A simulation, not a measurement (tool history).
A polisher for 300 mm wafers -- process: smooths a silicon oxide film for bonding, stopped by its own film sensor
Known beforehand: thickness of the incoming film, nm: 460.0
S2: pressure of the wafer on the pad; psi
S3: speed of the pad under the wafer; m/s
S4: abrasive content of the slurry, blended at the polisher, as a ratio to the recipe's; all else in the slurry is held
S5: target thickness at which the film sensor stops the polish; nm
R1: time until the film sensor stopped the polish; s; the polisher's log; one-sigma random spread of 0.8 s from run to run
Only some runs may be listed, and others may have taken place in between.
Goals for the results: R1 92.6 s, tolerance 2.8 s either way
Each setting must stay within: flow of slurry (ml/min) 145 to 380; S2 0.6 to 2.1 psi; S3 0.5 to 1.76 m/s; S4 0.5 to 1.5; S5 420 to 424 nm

run 1 hour=0 | flow_of_slurry_(ml/min)=245 S2=1.3 S3=1.12 S4=1 S5=420 | R1=67.253
run 2 hour=8.1 | flow_of_slurry_(ml/min)=245 S2=1.3 S3=1.36 S4=1 S5=420 | R1=58.232
run 3 hour=16.6 | flow_of_slurry_(ml/min)=245 S2=1.3 S3=1.62 S4=1 S5=420 | R1=49.51
run 4 hour=18.9 | flow_of_slurry_(ml/min)=245 S2=1.1 S3=1.58 S4=1 S5=420 | R1=56.776
run 5 hour=24.7 | flow_of_slurry_(ml/min)=245 S2=1.1 S3=1.58 S4=1 S5=420 | R1=57.481
run 6 hour=28.5 | flow_of_slurry_(ml/min)=245 S2=0.9 S3=1.5 S4=1 S5=420 | R1=66.836
run 7 hour=36.2 | flow_of_slurry_(ml/min)=235 S2=0.6 S3=1.22 S4=1 S5=420 | R1=97.547
run 8 hour=45.3 | flow_of_slurry_(ml/min)=240 S2=0.6 S3=1.22 S4=1 S5=420 | R1=97.108
run 9 hour=51.1 | flow_of_slurry_(ml/min)=245 S2=0.6 S3=1.22 S4=1 S5=420 | R1=95.793
run 10 hour=54.5 | flow_of_slurry_(ml/min)=250 S2=0.6 S3=1.22 S4=1 S5=420 | R1=96.395
run 11 hour=55.9 | flow_of_slurry_(ml/min)=255 S2=0.6 S3=1.22 S4=1 S5=420 | R1=98.684
run 12 hour=63.2 | flow_of_slurry_(ml/min)=245 S2=0.6 S3=1.22 S4=1 S5=420 | R1=98.767

Consider the 4 candidate settings below. Which is the only one whose results all fall within their allowed miss of target?
run A hour=70.5 | flow_of_slurry_(ml/min)=260 S2=0.9 S3=1.2 S4=0.85 S5=421 | R1=?
run B hour=70.5 | flow_of_slurry_(ml/min)=245 S2=0.6 S3=1.3 S4=0.8 S5=420 | R1=?
run C hour=70.5 | flow_of_slurry_(ml/min)=205 S2=0.9 S3=0.94 S4=0.95 S5=421 | R1=?
run D hour=70.5 | flow_of_slurry_(ml/min)=180 S2=0.6 S3=1.26 S4=1 S5=422 | R1=?

move=A R1=84.54
move=B R1=104.77
move=C R1=99.373
move=D R1=93.913
A: moves the result that the last run missed by most past its target, out the other side
B: its largest miss is bigger than the last run's
C: its largest miss is bigger than the last run's
D: hits every target within its allowed miss
Answer: D
